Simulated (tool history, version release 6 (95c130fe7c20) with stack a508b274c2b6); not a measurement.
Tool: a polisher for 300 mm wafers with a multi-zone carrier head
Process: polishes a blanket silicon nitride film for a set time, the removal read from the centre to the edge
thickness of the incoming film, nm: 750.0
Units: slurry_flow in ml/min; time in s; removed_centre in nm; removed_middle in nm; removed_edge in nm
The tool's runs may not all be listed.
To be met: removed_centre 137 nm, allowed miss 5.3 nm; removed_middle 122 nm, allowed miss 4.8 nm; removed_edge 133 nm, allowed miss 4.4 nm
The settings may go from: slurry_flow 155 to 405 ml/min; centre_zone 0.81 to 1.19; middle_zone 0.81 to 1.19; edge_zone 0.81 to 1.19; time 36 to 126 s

Run 1, hour 0: slurry_flow 260 ml/min, centre_zone 1, middle_zone 1, edge_zone 1, time 81 s. Result: removed_centre 101.79 nm, removed_middle 101.93 nm, removed_edge 103.75 nm.
Run 2, hour 2.4: slurry_flow 265 ml/min, centre_zone 1.03, middle_zone 1, edge_zone 1.04, time 85 s. Result: removed_centre 111.39 nm, removed_middle 106.94 nm, removed_edge 109.51 nm.
Run 3, hour 4.2: slurry_flow 270 ml/min, centre_zone 1.04, middle_zone 0.99, edge_zone 1.06, time 89 s. Result: removed_centre 114.83 nm, removed_middle 112.87 nm, removed_edge 117.84 nm.
Run 4, hour 9.3: slurry_flow 270 ml/min, centre_zone 1.04, middle_zone 1.06, edge_zone 1.06, time 89 s. Result: removed_centre 116.24 nm, removed_middle 116.8 nm, removed_edge 118.16 nm.
Run 5, hour 11: slurry_flow 225 ml/min, centre_zone 1.04, middle_zone 1.06, edge_zone 1.06, time 89 s. Result: removed_centre 110.07 nm, removed_middle 114.96 nm, removed_edge 114.47 nm.
Run 6, hour 19.5: slurry_flow 225 ml/min, centre_zone 1.04, middle_zone 1.06, edge_zone 1.1, time 89 s. Result: removed_centre 110.92 nm, removed_middle 113.93 nm, removed_edge 117.64 nm.
Run 7, hour 25.8: slurry_flow 255 ml/min, centre_zone 1.06, middle_zone 1.06, edge_zone 1.12, time 90 s. Result: removed_centre 117.63 nm, removed_middle 117.97 nm, removed_edge 121.82 nm.
Run 8, hour 27.3: slurry_flow 280 ml/min, centre_zone 1.08, middle_zone 1.05, edge_zone 1.14, time 90 s. Result: removed_centre 123.68 nm, removed_middle 119.3 nm, removed_edge 126.76 nm.
Run 9, hour 34.2: slurry_flow 295 ml/min, centre_zone 1.09, middle_zone 1.04, edge_zone 1.14, time 90 s. Result: removed_centre 125.67 nm, removed_middle 118.41 nm, removed_edge 123.6 nm.
Run 10, hour 37.5: slurry_flow 305 ml/min, centre_zone 1.09, middle_zone 1.03, edge_zone 1.15, time 91 s. Result: removed_centre 127.09 nm, removed_middle 121.33 nm, removed_edge 125.18 nm.
At hour 46.4: slurry nozzle cleaned.
Run 11, hour 46.4: slurry_flow 305 ml/min, centre_zone 1.09, middle_zone 1.03, edge_zone 1.15, time 91 s. Result: removed_centre 131.12 nm, removed_middle 121.75 nm, removed_edge 128.72 nm.

5 next moves are on the table. One of them brings every result within its allowed miss. Which?
Run A, hour 55.3: slurry_flow 255 ml/min, centre_zone 1.03, middle_zone 1.03, edge_zone 1.17, time 91 s. Result: removed_centre ?, removed_middle ?, removed_edge ?.
Run B, hour 55.3: slurry_flow 305 ml/min, centre_zone 1.01, middle_zone 0.99, edge_zone 1.18, time 92 s. Result: removed_centre ?, removed_middle ?, removed_edge ?.
Run C, hour 55.3: slurry_flow 310 ml/min, centre_zone 1.08, middle_zone 0.96, edge_zone 1.08, time 96 s. Result: removed_centre ?, removed_middle ?, removed_edge ?.
Run D, hour 55.3: slurry_flow 270 ml/min, centre_zone 1.08, middle_zone 1.07, edge_zone 1.11, time 91 s. Result: removed_centre ?, removed_middle ?, removed_edge ?.
Run E, hour 55.3: slurry_flow 270 ml/min, centre_zone 1.07, middle_zone 0.97, edge_zone 1.14, time 92 s. Result: removed_centre ?, removed_middle ?, removed_edge ?.

move  removed_centre  removed_middle  removed_edge
   A          120.01          121.19        128.82
   B          121.63          120.92        132.92
   C             136          123.13        132.81
   D          126.89          126.03           126
   E             127          117.26        129.29
A: further off than the last run
B: further off than the last run
C: meets every target
D: further off than the last run
E: further off than the last run
Answer: C

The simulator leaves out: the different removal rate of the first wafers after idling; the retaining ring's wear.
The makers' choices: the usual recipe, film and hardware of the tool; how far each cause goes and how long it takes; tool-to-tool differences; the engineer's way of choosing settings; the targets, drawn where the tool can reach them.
